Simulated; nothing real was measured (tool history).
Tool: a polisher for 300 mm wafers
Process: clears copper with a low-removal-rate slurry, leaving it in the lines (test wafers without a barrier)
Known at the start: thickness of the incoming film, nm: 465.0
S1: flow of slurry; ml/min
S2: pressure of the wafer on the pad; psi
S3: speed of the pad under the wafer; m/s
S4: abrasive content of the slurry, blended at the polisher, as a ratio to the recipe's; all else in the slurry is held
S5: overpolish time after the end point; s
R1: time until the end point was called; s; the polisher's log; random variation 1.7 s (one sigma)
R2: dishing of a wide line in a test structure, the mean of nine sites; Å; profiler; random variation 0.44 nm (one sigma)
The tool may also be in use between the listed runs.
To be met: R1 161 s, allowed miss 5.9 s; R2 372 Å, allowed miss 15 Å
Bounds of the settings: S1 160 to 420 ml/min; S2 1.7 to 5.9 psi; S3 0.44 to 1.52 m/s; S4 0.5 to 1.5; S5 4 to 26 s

run,hour,S1,S2,S3,S4,S5,R1,R2
1,0,270,3.8,0.98,1,13,129.54,294.52
2,4.3,270,3.8,0.74,1,13,156.28,239.33
3,13.3,270,3.8,0.74,1,18,158.51,317.78
4,18.8,270,3.8,0.74,1,14,156.97,263.7
5,20.7,270,3.8,0.74,1,16,158.34,290.4
6,25.9,270,4.6,0.74,1,16,132.19,338.16
7,29.5,265,4.4,0.74,1,17,139.95,345.62
8,38.2,265,4.4,0.74,1,17,136.02,337.63
9,43.9,265,4.2,0.74,1,18,145.89,355.98
10,46.9,260,4.1,0.74,1,19,148.16,351.97
11,53.7,260,4,0.74,1,20,151.24,361.22

5 next moves are on the table. One of them brings every result within its allowed miss. Which?
A,60.5,175,4.4,0.76,1.15,18,?,?
B,60.5,230,4.1,0.8,0.95,18,?,?
C,60.5,300,3.9,0.68,1.05,24,?,?
D,60.5,310,4.3,0.5,1.15,24,?,?
E,60.5,300,3.7,0.74,1,22,?,?

move,R1,R2
A,135.45,360.33
B,142.49,344.46
C,159.38,398.15
D,173.21,372.92
E,160.08,368.47
A: further off than the last run
B: further off than the last run
C: brings the result that was furthest off to its target, and leaves another outside
D: takes the result that was furthest off past its target
E: meets every target
Answer: E

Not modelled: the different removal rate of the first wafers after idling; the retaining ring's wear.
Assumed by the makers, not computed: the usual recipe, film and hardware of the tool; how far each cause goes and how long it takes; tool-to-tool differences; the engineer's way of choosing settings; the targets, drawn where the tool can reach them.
